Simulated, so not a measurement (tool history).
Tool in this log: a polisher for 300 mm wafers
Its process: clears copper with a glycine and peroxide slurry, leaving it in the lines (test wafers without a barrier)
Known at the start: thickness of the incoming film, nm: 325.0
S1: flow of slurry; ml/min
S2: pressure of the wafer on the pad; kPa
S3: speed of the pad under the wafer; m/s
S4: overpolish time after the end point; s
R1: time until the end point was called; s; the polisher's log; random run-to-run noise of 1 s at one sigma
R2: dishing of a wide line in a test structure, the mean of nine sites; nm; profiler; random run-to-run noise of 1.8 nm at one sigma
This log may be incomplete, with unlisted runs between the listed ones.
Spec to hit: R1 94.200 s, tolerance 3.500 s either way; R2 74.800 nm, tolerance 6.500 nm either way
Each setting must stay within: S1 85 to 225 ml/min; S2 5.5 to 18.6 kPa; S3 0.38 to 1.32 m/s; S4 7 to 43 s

{"run": 1, "day": 0.0, "S1": 145, "S2": 11.7, "S3": 0.84, "S4": 22, "R1": 100.93, "R2": 46.514}
{"run": 2, "day": 0.146, "S1": 145, "S2": 11.7, "S3": 0.84, "S4": 25, "R1": 101.72, "R2": 51.61}
{"run": 3, "day": 0.321, "S1": 150, "S2": 11.7, "S3": 0.84, "S4": 27, "R1": 101.91, "R2": 54.678}
{"run": 4, "day": 0.588, "S1": 150, "S2": 11.7, "S3": 0.84, "S4": 29, "R1": 102.05, "R2": 60.735}
{"run": 5, "day": 0.671, "S1": 150, "S2": 11.7, "S3": 0.84, "S4": 33, "R1": 102.56, "R2": 62.476}
{"run": 6, "day": 0.908, "S1": 150, "S2": 11.7, "S3": 1.04, "S4": 33, "R1": 85.34, "R2": 72.453}
{"run": 7, "day": 0.938, "S1": 145, "S2": 11.7, "S3": 1.04, "S4": 34, "R1": 86.541, "R2": 67.559}
{"run": 8, "day": 1.175, "S1": 145, "S2": 11.7, "S3": 1.04, "S4": 35, "R1": 86.841, "R2": 69.916}

Which of these 5 next moves meets every target?
{"run": "A", "day": 1.412, "S1": 125, "S2": 11.7, "S3": 1.18, "S4": 30, "R1": "?", "R2": "?"}
{"run": "B", "day": 1.412, "S1": 130, "S2": 11.0, "S3": 1.02, "S4": 31, "R1": "?", "R2": "?"}
{"run": "C", "day": 1.412, "S1": 110, "S2": 13.1, "S3": 0.78, "S4": 29, "R1": "?", "R2": "?"}
{"run": "D", "day": 1.412, "S1": 160, "S2": 10.3, "S3": 1.02, "S4": 41, "R1": "?", "R2": "?"}
{"run": "E", "day": 1.412, "S1": 155, "S2": 10.3, "S3": 1.08, "S4": 30, "R1": "?", "R2": "?"}

move=A R1=79.855 R2=67.306
move=B R1=92.866 R2=62.783
move=C R1=101.500 R2=58.225
move=D R1=95.111 R2=72.638
move=E R1=91.559 R2=61.440
A: further off than the last run
B: the worst result of the last run now meets its target, but another is out of spec
C: carries the result that was furthest off beyond its target, to the other side
D: hits every target within its allowed miss
E: the worst result of the last run now meets its target, but another is out of spec
The right move is D.
